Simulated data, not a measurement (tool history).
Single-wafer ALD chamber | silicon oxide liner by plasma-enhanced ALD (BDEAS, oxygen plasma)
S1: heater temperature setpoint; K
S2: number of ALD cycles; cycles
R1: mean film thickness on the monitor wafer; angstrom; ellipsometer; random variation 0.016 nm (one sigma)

{"run": 1, "hour": 0.0, "S1": 598.15, "S2": 49, "R1": 45.693}
{"run": 2, "hour": 4.1, "S1": 598.15, "S2": 47, "R1": 44.036}
{"run": 3, "hour": 6.8, "S1": 598.15, "S2": 45, "R1": 42.21}
{"run": 4, "hour": 12.9, "S1": 598.15, "S2": 49, "R1": 46.054}
{"run": 5, "hour": 14.5, "S1": 608.15, "S2": 49, "R1": 45.127}
{"run": 6, "hour": 20.2, "S1": 608.15, "S2": 47, "R1": 43.37}
{"run": 7, "hour": 21.9, "S1": 608.15, "S2": 46, "R1": 42.076}
{"run": 8, "hour": 29.2, "S1": 608.15, "S2": 45, "R1": 41.478}
{"run": 9, "hour": 30.6, "S1": 608.15, "S2": 45, "R1": 41.156}

Run 10 comes next. What will it give?
{"run": 10, "hour": 38.4, "S1": 608.15, "S2": 44, "R1": "?"}

R1: 40.589 angstrom
